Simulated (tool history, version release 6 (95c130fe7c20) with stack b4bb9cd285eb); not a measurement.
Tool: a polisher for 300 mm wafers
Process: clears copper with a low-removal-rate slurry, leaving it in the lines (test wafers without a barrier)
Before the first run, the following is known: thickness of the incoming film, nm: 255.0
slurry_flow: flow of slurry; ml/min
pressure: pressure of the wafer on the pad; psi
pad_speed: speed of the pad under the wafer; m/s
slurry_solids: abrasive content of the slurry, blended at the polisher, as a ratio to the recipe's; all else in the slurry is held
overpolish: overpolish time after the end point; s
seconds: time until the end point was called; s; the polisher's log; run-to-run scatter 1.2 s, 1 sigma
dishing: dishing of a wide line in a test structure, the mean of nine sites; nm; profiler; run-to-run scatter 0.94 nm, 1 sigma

run	hour	slurry_flow	pressure	pad_speed	slurry_solids	overpolish	seconds	dishing
1	0.0	275	3.1	1.06	1.0	20	79.727	40.906
2	1.0	275	3.0	1.06	1.0	22	79.920	42.411
3	2.6	275	3.0	1.06	0.9	22	83.720	41.756
4	6.8	275	2.3	1.06	0.9	22	108.920	34.289
5	13.0	275	2.4	1.06	0.9	23	105.780	35.497
6	20.5	275	2.4	1.28	0.9	23	89.371	40.156
7	26.9	275	2.4	1.28	0.9	25	88.996	44.788
8	33.1	275	2.3	1.28	0.9	26	92.756	43.231

Predict the results of run 9:
9	41.0	275	2.3	1.28	0.9	27	?	?

seconds: 92.564 s
dishing: 47.266 nm
